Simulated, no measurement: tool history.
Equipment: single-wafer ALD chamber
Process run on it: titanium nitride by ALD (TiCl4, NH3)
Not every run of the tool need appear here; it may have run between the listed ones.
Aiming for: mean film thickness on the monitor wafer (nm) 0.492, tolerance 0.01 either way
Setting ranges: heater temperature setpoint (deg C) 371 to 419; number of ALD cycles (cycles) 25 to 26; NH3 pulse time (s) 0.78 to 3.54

run,hour,heater temperature setpoint (deg C),number of ALD cycles (cycles),NH3 pulse time (s),mean film thickness on the monitor wafer (nm)
1,0,395,26,2.16,0.52857
2,1.8,406,26,2.16,0.53333
3,2.7,406,26,2.16,0.53544
4,10.5,414,26,2.16,0.53596
5,13.6,411,26,1.99,0.5351
6,20.6,411,26,1.99,0.53228
7,24,410,26,1.84,0.53089
8,32.8,408,26,1.71,0.5228
9,38,408,26,1.65,0.528
10,44.5,406,26,1.54,0.52111
11,53.5,406,26,1.48,0.52857
12,60.8,394,25,1.91,0.50826
13,66.6,393,25,1.8,0.50607
14,70.2,393,25,1.8,0.51409
15,71.7,393,25,1.68,0.50516

Which one of the following 4 next-run settings gets every result inside its allowed miss? There is exactly one.
A,73.2,394,25,2.25,?
B,73.2,393,25,1.88,?
C,73.2,386,25,1.36,?
D,73.2,394,26,1.52,?

move,mean film thickness on the monitor wafer (nm)
A,0.51456
B,0.5089
C,0.49217
D,0.52191
A: lands further from the targets than the last run did
B: lands further from the targets than the last run did
C: in spec on every target
D: lands further from the targets than the last run did
Go with C: it meets all targets.
